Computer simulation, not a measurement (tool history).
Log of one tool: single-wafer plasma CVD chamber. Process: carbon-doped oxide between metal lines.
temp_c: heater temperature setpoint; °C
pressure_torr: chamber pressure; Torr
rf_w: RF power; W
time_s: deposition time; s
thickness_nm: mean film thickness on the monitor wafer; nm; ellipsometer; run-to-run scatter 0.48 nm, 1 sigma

Run 1, hour 0.0: temp_c 325 °C, pressure_torr 4.92 Torr, rf_w 475 W, time_s 17.6 s. Result: thickness_nm 102.400 nm.
Run 2, hour 7.5: temp_c 325 °C, pressure_torr 5.24 Torr, rf_w 475 W, time_s 17.6 s. Result: thickness_nm 103.930 nm.
Run 3, hour 11.0: temp_c 325 °C, pressure_torr 4.54 Torr, rf_w 475 W, time_s 17.6 s. Result: thickness_nm 101.740 nm.
Run 4, hour 18.7: temp_c 327 °C, pressure_torr 4.38 Torr, rf_w 460 W, time_s 17.6 s. Result: thickness_nm 98.193 nm.
Run 5, hour 27.0: temp_c 331 °C, pressure_torr 4.38 Torr, rf_w 460 W, time_s 17.6 s. Result: thickness_nm 96.945 nm.
Run 6, hour 31.1: temp_c 331 °C, pressure_torr 4.38 Torr, rf_w 460 W, time_s 17.6 s. Result: thickness_nm 97.118 nm.
Run 7, hour 36.4: temp_c 332 °C, pressure_torr 4.24 Torr, rf_w 450 W, time_s 17.6 s. Result: thickness_nm 93.653 nm.
Run 8, hour 39.2: temp_c 334 °C, pressure_torr 4.15 Torr, rf_w 450 W, time_s 17.6 s. Result: thickness_nm 92.831 nm.
Run 9, hour 39.9: temp_c 335 °C, pressure_torr 4.08 Torr, rf_w 450 W, time_s 17.6 s. Result: thickness_nm 92.533 nm.

What will run 10 give?
Run 10, hour 47.0: temp_c 336 °C, pressure_torr 4.00 Torr, rf_w 450 W, time_s 17.6 s. Result: thickness_nm ?.

{"run 10": {"thickness_nm": 92.257}}
